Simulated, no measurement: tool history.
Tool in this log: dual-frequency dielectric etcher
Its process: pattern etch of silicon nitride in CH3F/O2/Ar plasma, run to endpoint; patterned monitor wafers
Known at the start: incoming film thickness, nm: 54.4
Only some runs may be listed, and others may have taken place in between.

run	day	source power (kW)	bias power (kW)	endpoint time (s)
1	0	0.42	0.101	62.909
2	0.233	0.4	0.099	64.986
3	0.45	0.39	0.098	67.018
4	0.825	0.38	0.098	67.187
5	0.992	0.37	0.097	69.111
6	1.212	0.42	0.097	65.088
7	1.358	0.41	0.096	64.392
8	1.433	0.33	0.076	78.991
9	1.604	0.34	0.076	77.899

Predict the results of run 10:
10	1.817	0.4	0.081	?

Run 10 produced endpoint time (s) 70.471.

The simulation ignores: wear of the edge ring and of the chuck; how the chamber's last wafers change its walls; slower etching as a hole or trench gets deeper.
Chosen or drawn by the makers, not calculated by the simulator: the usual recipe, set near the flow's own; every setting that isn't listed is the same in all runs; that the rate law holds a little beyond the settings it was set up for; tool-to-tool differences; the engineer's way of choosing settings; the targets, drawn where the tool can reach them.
